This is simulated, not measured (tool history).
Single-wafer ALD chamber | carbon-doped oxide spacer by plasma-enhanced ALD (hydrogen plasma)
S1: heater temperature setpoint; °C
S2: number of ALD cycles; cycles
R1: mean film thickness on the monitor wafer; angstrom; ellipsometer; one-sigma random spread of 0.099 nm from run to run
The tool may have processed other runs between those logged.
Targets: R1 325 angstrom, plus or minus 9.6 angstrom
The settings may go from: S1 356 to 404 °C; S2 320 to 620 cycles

run,hour,S1,S2,R1
1,0,380,470,262.71
2,7.1,380,499,278.82
3,12.1,380,521,291.54
4,16.3,380,537,301.08
5,17.4,380,494,276.21
6,20,385,494,276.12
7,28.6,385,518,290.71
8,36.6,385,534,299.48
9,40.1,385,546,305.16
10,47.9,385,556,311.08

Consider the 5 candidate settings below. Which is the only one whose results all fall within their allowed miss of target?
A,55.7,402,586,?
B,55.7,390,526,?
C,55.7,404,540,?
D,55.7,383,534,?
E,55.7,392,548,?

move,R1
A,328.22
B,294.61
C,302.45
D,299.09
E,306.93
A: in spec on every target
B: further off than the last run
C: further off than the last run
D: further off than the last run
E: further off than the last run
The move that meets every target is A.

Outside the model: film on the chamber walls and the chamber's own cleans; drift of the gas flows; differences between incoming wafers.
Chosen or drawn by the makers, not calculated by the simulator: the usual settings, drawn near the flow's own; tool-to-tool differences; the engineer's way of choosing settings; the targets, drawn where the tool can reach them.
